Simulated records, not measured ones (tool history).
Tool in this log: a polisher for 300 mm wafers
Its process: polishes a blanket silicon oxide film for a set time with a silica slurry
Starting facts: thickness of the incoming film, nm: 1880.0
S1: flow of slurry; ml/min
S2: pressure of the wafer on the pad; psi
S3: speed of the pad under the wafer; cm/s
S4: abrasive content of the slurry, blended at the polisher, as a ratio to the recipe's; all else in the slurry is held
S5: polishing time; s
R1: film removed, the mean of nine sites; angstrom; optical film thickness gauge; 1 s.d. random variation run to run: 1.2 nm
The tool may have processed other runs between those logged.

Run 1, hour 0.0: S1 185 ml/min, S2 4.0 psi, S3 100 cm/s, S4 1.0, S5 27 s. Result: R1 993.74 angstrom.
Run 2, hour 1.3: S1 215 ml/min, S2 4.0 psi, S3 100 cm/s, S4 1.0, S5 27 s. Result: R1 1014.60 angstrom.
Run 3, hour 9.1: S1 215 ml/min, S2 3.6 psi, S3 100 cm/s, S4 1.0, S5 27 s. Result: R1 915.32 angstrom.
Run 4, hour 14.0: S1 215 ml/min, S2 4.2 psi, S3 100 cm/s, S4 1.0, S5 27 s. Result: R1 1052.80 angstrom.
Run 5, hour 19.9: S1 255 ml/min, S2 4.2 psi, S3 100 cm/s, S4 1.0, S5 27 s. Result: R1 1084.90 angstrom.
Run 6, hour 28.5: S1 255 ml/min, S2 4.4 psi, S3 100 cm/s, S4 1.0, S5 27 s. Result: R1 1121.30 angstrom.
Run 7, hour 34.9: S1 255 ml/min, S2 4.6 psi, S3 100 cm/s, S4 1.0, S5 27 s. Result: R1 1194.70 angstrom.
Run 8, hour 42.5: S1 255 ml/min, S2 4.6 psi, S3 100 cm/s, S4 1.0, S5 27 s. Result: R1 1172.50 angstrom.

Predict the results of run 9:
Run 9, hour 48.2: S1 255 ml/min, S2 4.8 psi, S3 100 cm/s, S4 1.0, S5 27 s. Result: R1 ?.

{"run 9": {"R1": 1235.4}}

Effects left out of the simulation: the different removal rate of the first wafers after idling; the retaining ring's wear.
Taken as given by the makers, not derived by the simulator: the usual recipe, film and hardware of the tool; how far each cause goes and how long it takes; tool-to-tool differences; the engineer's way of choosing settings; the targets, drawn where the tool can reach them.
